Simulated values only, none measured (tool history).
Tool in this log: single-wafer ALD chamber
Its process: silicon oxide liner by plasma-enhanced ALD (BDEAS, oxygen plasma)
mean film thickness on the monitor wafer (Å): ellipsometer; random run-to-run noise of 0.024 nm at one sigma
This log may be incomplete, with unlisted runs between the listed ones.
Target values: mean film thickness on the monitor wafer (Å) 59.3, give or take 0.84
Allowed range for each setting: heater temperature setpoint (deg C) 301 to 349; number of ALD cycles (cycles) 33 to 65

run,hour,heater temperature setpoint (deg C),number of ALD cycles (cycles),mean film thickness on the monitor wafer (Å)
1,0,325,49,46.913
2,4.7,318,49,46.974
3,12.9,318,52,49.829
4,13.8,318,49,47.29
# hour 17.1: thermocouple changed; heater temperature recalibrated
5,17.1,312,49,48.173
6,26.1,310,52,50.763
7,26.6,309,54,53.127
8,32.8,308,55,54.382
9,38.2,307,56,55.237

Which single option among these 5 for the next run brings every result within its allowed miss of target? Just one does.
A,43.6,308,50,?
B,43.6,307,60,?
C,43.6,320,64,?
D,43.6,301,63,?
E,43.6,306,62,?

move,mean film thickness on the monitor wafer (Å)
A,49.074
B,58.98
C,61.656
D,62.663
E,61.039
A: lands further from the targets than the last run did
B: every result lands within tolerance
C: carries the result that was furthest off beyond its target, to the other side
D: carries the result that was furthest off beyond its target, to the other side
E: carries the result that was furthest off beyond its target, to the other side
Go with B: it meets all targets.
